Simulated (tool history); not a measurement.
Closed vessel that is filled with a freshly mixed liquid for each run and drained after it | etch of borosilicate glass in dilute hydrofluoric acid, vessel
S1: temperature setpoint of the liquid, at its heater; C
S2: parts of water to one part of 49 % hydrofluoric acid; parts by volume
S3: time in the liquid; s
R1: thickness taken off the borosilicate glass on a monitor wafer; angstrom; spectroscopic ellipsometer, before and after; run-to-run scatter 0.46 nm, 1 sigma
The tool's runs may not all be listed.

| run | day | S1 | S2 | S3 | R1 |
|---|---|---|---|---|---|
| 1 | 0.000 | 21.0 | 95 | 235 | 693.49 |
| 2 | 0.133 | 21.0 | 75 | 235 | 887.61 |
| 3 | 0.296 | 21.0 | 110 | 235 | 592.08 |
| 4 | 0.483 | 22.0 | 105 | 235 | 640.74 |
| 5 | 0.679 | 22.0 | 105 | 235 | 648.53 |
| 6 | 0.858 | 22.0 | 120 | 235 | 554.85 |
| 7 | 1.162 | 23.0 | 115 | 235 | 600.97 |
| 8 | 1.233 | 23.5 | 110 | 235 | 652.26 |
| 9 | 1.350 | 24.0 | 105 | 235 | 701.60 |
| 10 | 1.550 | 24.5 | 100 | 235 | 747.28 |
| 11 | 1.838 | 25.0 | 95 | 235 | 811.00 |

The next listed run, before its measurement:
| 12 | 2.150 | 25.5 | 95 | 235 | ? |

Run 12 came out at R1 833.67 angstrom.
